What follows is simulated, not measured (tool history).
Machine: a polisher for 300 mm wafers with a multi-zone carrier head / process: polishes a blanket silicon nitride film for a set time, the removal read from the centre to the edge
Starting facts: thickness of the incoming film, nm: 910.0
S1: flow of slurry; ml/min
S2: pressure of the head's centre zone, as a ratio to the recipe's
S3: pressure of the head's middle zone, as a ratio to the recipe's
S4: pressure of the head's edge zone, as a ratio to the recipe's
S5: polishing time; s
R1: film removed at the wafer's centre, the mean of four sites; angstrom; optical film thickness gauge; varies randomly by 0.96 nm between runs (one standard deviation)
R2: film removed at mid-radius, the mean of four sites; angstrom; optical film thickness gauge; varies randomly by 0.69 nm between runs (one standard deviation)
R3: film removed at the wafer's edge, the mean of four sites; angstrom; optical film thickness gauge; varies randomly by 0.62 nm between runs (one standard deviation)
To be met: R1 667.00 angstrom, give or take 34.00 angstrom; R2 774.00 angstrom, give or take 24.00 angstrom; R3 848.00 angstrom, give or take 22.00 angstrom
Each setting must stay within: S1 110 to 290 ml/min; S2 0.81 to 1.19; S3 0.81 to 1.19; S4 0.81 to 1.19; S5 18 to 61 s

{"run": 1, "hour": 0.0, "S1": 185, "S2": 1.0, "S3": 1.0, "S4": 1.0, "S5": 39, "R1": 716.0, "R2": 705.18, "R3": 712.18}
{"run": 2, "hour": 1.2, "S1": 185, "S2": 0.93, "S3": 1.0, "S4": 1.0, "S5": 39, "R1": 665.9, "R2": 705.75, "R3": 705.13}
{"run": 3, "hour": 3.3, "S1": 185, "S2": 0.93, "S3": 1.0, "S4": 1.0, "S5": 34, "R1": 561.85, "R2": 617.78, "R3": 609.49}
{"run": 4, "hour": 10.5, "S1": 185, "S2": 0.92, "S3": 1.0, "S4": 1.03, "S5": 35, "R1": 589.86, "R2": 627.58, "R3": 634.05}
{"run": 5, "hour": 11.5, "S1": 185, "S2": 0.92, "S3": 1.0, "S4": 1.03, "S5": 30, "R1": 496.9, "R2": 543.38, "R3": 546.24}
{"run": 6, "hour": 14.0, "S1": 185, "S2": 0.92, "S3": 1.0, "S4": 0.95, "S5": 30, "R1": 515.13, "R2": 537.72, "R3": 522.09}
{"run": 7, "hour": 17.3, "S1": 185, "S2": 0.92, "S3": 1.0, "S4": 0.98, "S5": 32, "R1": 536.18, "R2": 583.67, "R3": 573.52}
{"run": 8, "hour": 25.4, "S1": 225, "S2": 0.98, "S3": 0.97, "S4": 1.08, "S5": 40, "R1": 722.04, "R2": 733.22, "R3": 744.45}
{"run": 9, "hour": 32.0, "S1": 225, "S2": 0.98, "S3": 0.97, "S4": 1.08, "S5": 40, "R1": 737.35, "R2": 729.95, "R3": 755.0}
{"run": 10, "hour": 40.5, "S1": 220, "S2": 0.96, "S3": 0.97, "S4": 1.09, "S5": 41, "R1": 758.71, "R2": 746.22, "R3": 775.98}
{"run": 11, "hour": 45.2, "S1": 205, "S2": 0.94, "S3": 0.99, "S4": 1.1, "S5": 41, "R1": 716.45, "R2": 752.95, "R3": 771.22}
{"run": 12, "hour": 48.6, "S1": 200, "S2": 0.92, "S3": 0.99, "S4": 1.11, "S5": 41, "R1": 698.12, "R2": 743.23, "R3": 773.35}

4 next moves are on the table. One of them brings every result within its allowed miss. Which?
{"run": "A", "hour": 52.0, "S1": 195, "S2": 0.81, "S3": 0.93, "S4": 1.1, "S5": 45, "R1": "?", "R2": "?", "R3": "?"}
{"run": "B", "hour": 52.0, "S1": 180, "S2": 0.9, "S3": 0.95, "S4": 1.14, "S5": 45, "R1": "?", "R2": "?", "R3": "?"}
{"run": "C", "hour": 52.0, "S1": 190, "S2": 0.92, "S3": 0.92, "S4": 1.07, "S5": 46, "R1": "?", "R2": "?", "R3": "?"}
{"run": "D", "hour": 52.0, "S1": 140, "S2": 0.81, "S3": 0.81, "S4": 1.19, "S5": 48, "R1": "?", "R2": "?", "R3": "?"}

move=A R1=657.08 R2=775.82 R3=842.75
move=B R1=721.23 R2=779.17 R3=848.08
move=C R1=760.51 R2=783.02 R3=849.30
move=D R1=658.17 R2=704.17 R3=895.00
A: in spec on every target
B: gets the furthest-off result to its target, but another result is out of tolerance
C: gets the furthest-off result to its target, but another result is out of tolerance
D: takes the result that was furthest off past its target
Answer: A
